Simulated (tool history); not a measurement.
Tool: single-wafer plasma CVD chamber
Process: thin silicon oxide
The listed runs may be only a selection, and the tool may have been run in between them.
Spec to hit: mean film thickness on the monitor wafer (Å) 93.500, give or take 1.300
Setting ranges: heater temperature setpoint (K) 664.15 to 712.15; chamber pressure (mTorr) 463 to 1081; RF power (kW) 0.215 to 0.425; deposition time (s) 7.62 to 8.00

run  hour  heater temperature setpoint (K)  chamber pressure (mTorr)  RF power (kW)  deposition time (s)  mean film thickness on the monitor wafer (Å)
  1   0.0                           688.15                       772          0.320                 8.00                                       149.750
  2   4.7                           681.15                       772          0.320                 8.00                                       148.590
  3  13.3                           675.15                       772          0.320                 8.00                                       149.420
  4  15.8                           675.15                       772          0.300                 8.00                                       146.280
  5  18.1                           675.15                       716          0.290                 7.98                                       132.890
  6  21.1                           675.15                       775          0.290                 7.98                                       144.630
  7  24.0                           675.15                       719          0.290                 7.98                                       133.920
  8  26.0                           675.15                       673          0.290                 7.98                                       124.430

Pick the move, out of 4, that brings all results within their allowed miss; only one does.
  A  28.0                           666.15                       569          0.235                 7.62                                             ?
  B  28.0                           672.15                       916          0.360                 8.00                                             ?
  C  28.0                           675.15                       574          0.280                 7.62                                             ?
  D  28.0                           685.15                       554          0.280                 7.62                                             ?

move  mean film thickness on the monitor wafer (Å)
   A                                        90.197
   B                                       181.430
   C                                        97.637
   D                                        93.221
A: carries the result that was furthest off beyond its target, to the other side
B: its largest miss is bigger than the last run's
C: an improvement on the last run, though not all results are within tolerance
D: meets every target
D meets every target.
